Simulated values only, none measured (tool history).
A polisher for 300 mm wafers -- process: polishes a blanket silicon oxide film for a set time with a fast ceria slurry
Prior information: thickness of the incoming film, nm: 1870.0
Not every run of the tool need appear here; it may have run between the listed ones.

run	hour	flow of slurry (ml/min)	pressure of the wafer on the pad (kPa)	speed of the pad under the wafer (cm/s)	polishing time (s)	film removed (Å)
1	0	145	12.4	114	81	7398.8
2	6.2	135	10.3	114	81	6326
3	11.5	135	10.3	114	81	6305.7
4	18.9	130	9	112	81	5432.2
5	23.2	125	8.3	112	81	5113
6	30.4	120	7.6	112	81	4767
7	31.8	115	6.9	112	81	4463.5

Expected results for the next run?
# hour 39.3: slurry nozzle cleaned
8	39.3	110	6.9	112	81	?

Run 8 measured film removed (Å) 4514.

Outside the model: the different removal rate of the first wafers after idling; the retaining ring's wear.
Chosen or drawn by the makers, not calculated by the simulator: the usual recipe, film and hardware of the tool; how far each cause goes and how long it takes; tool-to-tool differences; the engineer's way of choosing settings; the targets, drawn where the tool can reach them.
